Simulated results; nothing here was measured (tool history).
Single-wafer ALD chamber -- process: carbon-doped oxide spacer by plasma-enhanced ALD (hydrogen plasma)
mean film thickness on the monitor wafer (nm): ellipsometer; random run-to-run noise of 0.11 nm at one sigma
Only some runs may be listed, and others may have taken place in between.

run  hour  heater temperature setpoint (K)  number of ALD cycles (cycles)  mean film thickness on the monitor wafer (nm)
  1   0.0                           653.15                            595                                         25.916
  2   7.9                           653.15                            617                                         26.755
  3  11.9                           645.15                            617                                         26.647
  4  12.6                           645.15                            636                                         27.555
  5  19.5                           645.15                            651                                         28.311
     25.5  -- thermocouple changed; heater temperature recalibrated
  6  25.5                           653.15                            651                                         28.014

The next listed run, before its measurement:
  7  30.7                           653.15                            665                                              ?

{"run 7": {"mean film thickness on the monitor wafer (nm)": 28.859}}

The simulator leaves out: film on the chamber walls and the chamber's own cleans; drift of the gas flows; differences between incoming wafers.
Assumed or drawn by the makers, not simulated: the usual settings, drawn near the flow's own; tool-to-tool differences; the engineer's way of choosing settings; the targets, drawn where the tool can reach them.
